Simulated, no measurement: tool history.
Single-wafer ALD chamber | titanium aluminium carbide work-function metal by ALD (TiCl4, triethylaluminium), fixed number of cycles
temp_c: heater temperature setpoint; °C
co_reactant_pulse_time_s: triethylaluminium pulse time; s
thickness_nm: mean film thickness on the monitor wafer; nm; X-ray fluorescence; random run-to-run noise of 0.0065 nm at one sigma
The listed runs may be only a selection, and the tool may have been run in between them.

run	hour	temp_c	co_reactant_pulse_time_s	thickness_nm
1	0.0	300	11.75	1.9158
2	1.5	295	11.11	1.8598
3	3.5	292	10.79	1.8238
4	7.5	292	9.48	1.7663
5	15.7	291	9.42	1.7698
6	18.0	289	9.34	1.7501
7	25.1	288	9.28	1.7412
8	26.0	287	9.23	1.7262
9	29.1	286	9.20	1.7195

Run 10, settings as shown, results not yet in. Your forecast:
10	36.9	285	9.17	?

thickness_nm: 1.7193 nm
